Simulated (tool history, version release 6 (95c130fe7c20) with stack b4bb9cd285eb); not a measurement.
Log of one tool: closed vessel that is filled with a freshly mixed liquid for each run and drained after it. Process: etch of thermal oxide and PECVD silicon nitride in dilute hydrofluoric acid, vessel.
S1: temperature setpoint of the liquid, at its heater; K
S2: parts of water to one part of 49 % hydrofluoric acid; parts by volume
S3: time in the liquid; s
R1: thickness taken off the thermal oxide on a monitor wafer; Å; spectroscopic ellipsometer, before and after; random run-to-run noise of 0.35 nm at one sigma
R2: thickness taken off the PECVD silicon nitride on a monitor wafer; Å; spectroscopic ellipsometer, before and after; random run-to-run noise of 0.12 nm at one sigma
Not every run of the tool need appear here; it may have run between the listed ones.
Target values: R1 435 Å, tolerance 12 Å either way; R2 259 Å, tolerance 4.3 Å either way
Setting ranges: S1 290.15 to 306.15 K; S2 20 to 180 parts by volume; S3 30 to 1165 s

Run 1, day 0: S1 298.15 K, S2 100 parts by volume, S3 595 s. Result: R1 303.77 Å, R2 161.02 Å.
Run 2, day 0.233: S1 298.15 K, S2 70 parts by volume, S3 595 s. Result: R1 449.84 Å, R2 228.82 Å.
Run 3, day 0.438: S1 298.15 K, S2 55 parts by volume, S3 595 s. Result: R1 595.55 Å, R2 290.64 Å.
Run 4, day 0.462: S1 298.15 K, S2 55 parts by volume, S3 730 s. Result: R1 727.03 Å, R2 356.17 Å.
Run 5, day 0.671: S1 296.15 K, S2 55 parts by volume, S3 730 s. Result: R1 664.34 Å, R2 311.8 Å.
Run 6, day 0.879: S1 296.65 K, S2 65 parts by volume, S3 750 s. Result: R1 574.43 Å, R2 280.03 Å.
Run 7, day 0.942: S1 297.15 K, S2 70 parts by volume, S3 775 s. Result: R1 564.17 Å, R2 279.14 Å.
Run 8, day 1.017: S1 297.65 K, S2 75 parts by volume, S3 795 s. Result: R1 545.66 Å, R2 275.18 Å.
Run 9, day 1.271: S1 298.15 K, S2 80 parts by volume, S3 810 s. Result: R1 533.79 Å, R2 273.22 Å.
Run 10, day 1.329: S1 298.65 K, S2 85 parts by volume, S3 820 s. Result: R1 514.95 Å, R2 268.56 Å.
Run 11, day 1.512: S1 299.15 K, S2 90 parts by volume, S3 830 s. Result: R1 494.7 Å, R2 268.04 Å.
Run 12, day 1.754: S1 299.65 K, S2 95 parts by volume, S3 840 s. Result: R1 485.26 Å, R2 265.23 Å.

Next run, 4 choices. One meets every target within its allowed miss, the rest don't. Which?
Run A, day 1.996: S1 300.65 K, S2 140 parts by volume, S3 1135 s. Result: R1 ?, R2 ?.
Run B, day 1.996: S1 304.65 K, S2 120 parts by volume, S3 780 s. Result: R1 ?, R2 ?.
Run C, day 1.996: S1 303.65 K, S2 75 parts by volume, S3 525 s. Result: R1 ?, R2 ?.
Run D, day 1.996: S1 295.15 K, S2 65 parts by volume, S3 755 s. Result: R1 ?, R2 ?.

move      R1      R2
   A  436.84  256.48
   B  416.65  263.97
   C  461.51  268.07
   D  553.69  254.17
A: hits every target within its allowed miss
B: carries the result that was furthest off beyond its target, to the other side
C: closes in on the targets versus the last run, not all within tolerance yet
D: its largest miss is bigger than the last run's
So the answer is move A, the one that meets all the targets.
